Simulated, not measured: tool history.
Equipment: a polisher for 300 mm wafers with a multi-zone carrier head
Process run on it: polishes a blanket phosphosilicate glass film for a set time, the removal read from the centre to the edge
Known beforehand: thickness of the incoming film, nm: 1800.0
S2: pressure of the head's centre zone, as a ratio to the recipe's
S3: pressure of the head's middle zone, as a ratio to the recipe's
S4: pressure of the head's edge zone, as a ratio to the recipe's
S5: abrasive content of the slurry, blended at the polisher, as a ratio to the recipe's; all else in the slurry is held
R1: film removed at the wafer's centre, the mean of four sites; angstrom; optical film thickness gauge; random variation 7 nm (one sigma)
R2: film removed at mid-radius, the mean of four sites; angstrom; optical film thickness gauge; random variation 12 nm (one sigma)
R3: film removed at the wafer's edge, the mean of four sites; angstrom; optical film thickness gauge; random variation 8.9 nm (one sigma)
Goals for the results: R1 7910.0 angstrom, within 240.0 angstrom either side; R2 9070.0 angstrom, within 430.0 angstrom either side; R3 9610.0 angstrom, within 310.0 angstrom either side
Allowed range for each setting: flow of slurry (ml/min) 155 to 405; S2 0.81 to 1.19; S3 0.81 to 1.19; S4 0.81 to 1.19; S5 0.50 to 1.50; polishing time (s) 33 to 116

run 1 hour=0.0 | flow_of_slurry_(ml/min)=260 S2=1.00 S3=1.00 S4=1.00 S5=1.00 polishing_time_(s)=74 | R1=6765.5 R2=6950.3 R3=6859.2
run 2 hour=2.1 | flow_of_slurry_(ml/min)=260 S2=1.00 S3=1.00 S4=0.93 S5=1.00 polishing_time_(s)=74 | R1=6852.3 R2=6827.8 R3=6694.0
run 3 hour=3.1 | flow_of_slurry_(ml/min)=260 S2=1.00 S3=1.00 S4=0.93 S5=0.80 polishing_time_(s)=74 | R1=6101.1 R2=6166.3 R3=6079.2
run 4 hour=11.0 | flow_of_slurry_(ml/min)=260 S2=1.00 S3=1.00 S4=0.93 S5=1.00 polishing_time_(s)=74 | R1=6799.7 R2=6944.4 R3=6646.3
run 5 hour=19.4 | flow_of_slurry_(ml/min)=260 S2=0.99 S3=0.99 S4=0.95 S5=1.05 polishing_time_(s)=74 | R1=6874.5 R2=7167.5 R3=6892.8
run 6 hour=20.4 | flow_of_slurry_(ml/min)=260 S2=0.98 S3=0.97 S4=0.97 S5=1.10 polishing_time_(s)=74 | R1=6890.1 R2=7088.9 R3=7056.9
run 7 hour=25.2 | flow_of_slurry_(ml/min)=260 S2=0.97 S3=0.97 S4=0.99 S5=1.15 polishing_time_(s)=75 | R1=7002.7 R2=7260.0 R3=7284.7
run 8 hour=27.8 | flow_of_slurry_(ml/min)=260 S2=0.96 S3=0.97 S4=1.01 S5=1.20 polishing_time_(s)=76 | R1=7164.1 R2=7344.0 R3=7758.9
run 9 hour=30.2 | flow_of_slurry_(ml/min)=260 S2=0.96 S3=0.99 S4=1.02 S5=1.25 polishing_time_(s)=76 | R1=7387.0 R2=7728.7 R3=7822.2
run 10 hour=33.6 | flow_of_slurry_(ml/min)=260 S2=0.95 S3=0.99 S4=1.03 S5=1.30 polishing_time_(s)=76 | R1=7428.3 R2=7847.0 R3=8016.0
run 11 hour=38.9 | flow_of_slurry_(ml/min)=260 S2=0.94 S3=0.99 S4=1.04 S5=1.30 polishing_time_(s)=76 | R1=7326.9 R2=8073.8 R3=8184.9
run 12 hour=42.2 | flow_of_slurry_(ml/min)=265 S2=0.94 S3=0.99 S4=1.05 S5=1.30 polishing_time_(s)=76 | R1=7306.4 R2=7868.4 R3=8042.9
run 13 hour=45.8 | flow_of_slurry_(ml/min)=260 S2=0.93 S3=0.99 S4=1.06 S5=1.30 polishing_time_(s)=77 | R1=7250.5 R2=8011.9 R3=8189.7
run 14 hour=53.7 | flow_of_slurry_(ml/min)=260 S2=0.93 S3=0.99 S4=1.07 S5=1.30 polishing_time_(s)=77 | R1=7329.9 R2=8037.8 R3=8181.4
run 15 hour=57.4 | flow_of_slurry_(ml/min)=260 S2=0.92 S3=0.99 S4=1.08 S5=1.30 polishing_time_(s)=77 | R1=7220.2 R2=7770.6 R3=8218.3
run 16 hour=59.6 | flow_of_slurry_(ml/min)=260 S2=0.92 S3=0.99 S4=1.08 S5=1.30 polishing_time_(s)=77 | R1=7356.1 R2=7985.6 R3=8284.6
run 17 hour=60.7 | flow_of_slurry_(ml/min)=260 S2=0.91 S3=0.99 S4=1.09 S5=1.30 polishing_time_(s)=77 | R1=7146.1 R2=7858.0 R3=8299.2
run 18 hour=69.3 | flow_of_slurry_(ml/min)=260 S2=0.91 S3=0.99 S4=1.10 S5=1.30 polishing_time_(s)=77 | R1=7193.2 R2=8149.6 R3=8195.0
run 19 hour=74.8 | flow_of_slurry_(ml/min)=260 S2=0.89 S3=0.98 S4=1.10 S5=1.40 polishing_time_(s)=80 | R1=7448.0 R2=8462.8 R3=8898.6

Exercise: of the 5 proposed moves below, exactly one satisfies all targets within the stated allowed misses. Which move is it?
run A hour=80.3 | flow_of_slurry_(ml/min)=240 S2=0.81 S3=1.06 S4=1.07 S5=1.50 polishing_time_(s)=91 | R1=? R2=? R3=?
run B hour=80.3 | flow_of_slurry_(ml/min)=270 S2=0.82 S3=0.89 S4=1.13 S5=1.45 polishing_time_(s)=91 | R1=? R2=? R3=?
run C hour=80.3 | flow_of_slurry_(ml/min)=295 S2=0.85 S3=0.94 S4=1.04 S5=1.35 polishing_time_(s)=89 | R1=? R2=? R3=?
run D hour=80.3 | flow_of_slurry_(ml/min)=300 S2=0.83 S3=1.09 S4=1.01 S5=1.50 polishing_time_(s)=86 | R1=? R2=? R3=?
run E hour=80.3 | flow_of_slurry_(ml/min)=275 S2=0.82 S3=0.88 S4=1.14 S5=1.35 polishing_time_(s)=93 | R1=? R2=? R3=?

move=A R1=7848.6 R2=10508.0 R3=10030.0
move=B R1=7964.0 R2=9244.2 R3=10247.0
move=C R1=7953.2 R2=9252.8 R3=9522.5
move=D R1=7814.7 R2=10396.0 R3=9450.5
move=E R1=7947.2 R2=9148.0 R3=10256.0
A: moves the result that the last run missed by most past its target, out the other side
B: moves the result that the last run missed by most past its target, out the other side
C: in spec on every target
D: puts the biggest miss on target and leaves a different result outside tolerance
E: moves the result that the last run missed by most past its target, out the other side
The move that meets every target is C.

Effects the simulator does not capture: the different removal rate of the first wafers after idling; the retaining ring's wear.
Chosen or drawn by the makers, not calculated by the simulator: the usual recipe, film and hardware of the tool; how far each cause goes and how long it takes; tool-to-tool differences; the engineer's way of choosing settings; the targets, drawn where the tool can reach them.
